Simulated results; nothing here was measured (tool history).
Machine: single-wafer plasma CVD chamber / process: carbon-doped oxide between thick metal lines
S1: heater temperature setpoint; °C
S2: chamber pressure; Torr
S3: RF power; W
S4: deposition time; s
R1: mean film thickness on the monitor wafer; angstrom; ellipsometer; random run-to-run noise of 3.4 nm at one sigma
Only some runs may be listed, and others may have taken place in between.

run 1 hour=0.0 | S1=335 S2=5.44 S3=395 S4=176 | R1=8434.7
run 2 hour=9.0 | S1=335 S2=5.44 S3=395 S4=181 | R1=8687.7
run 3 hour=16.2 | S1=335 S2=5.44 S3=395 S4=181 | R1=8715.9
run 4 hour=24.5 | S1=334 S2=5.49 S3=395 S4=181 | R1=8701.6
run 5 hour=25.7 | S1=333 S2=5.57 S3=395 S4=181 | R1=8780.2
run 6 hour=32.0 | S1=337 S2=5.57 S3=395 S4=181 | R1=8690.4
run 7 hour=32.7 | S1=336 S2=5.63 S3=395 S4=181 | R1=8689.9
run 8 hour=33.5 | S1=335 S2=5.67 S3=395 S4=181 | R1=8780.3
run 9 hour=34.5 | S1=334 S2=5.70 S3=395 S4=181 | R1=8784.3

Expected results for the next run?
run 10 hour=39.7 | S1=333 S2=5.74 S3=395 S4=181 | R1=?

{"run 10": {"R1": 8832.9}}
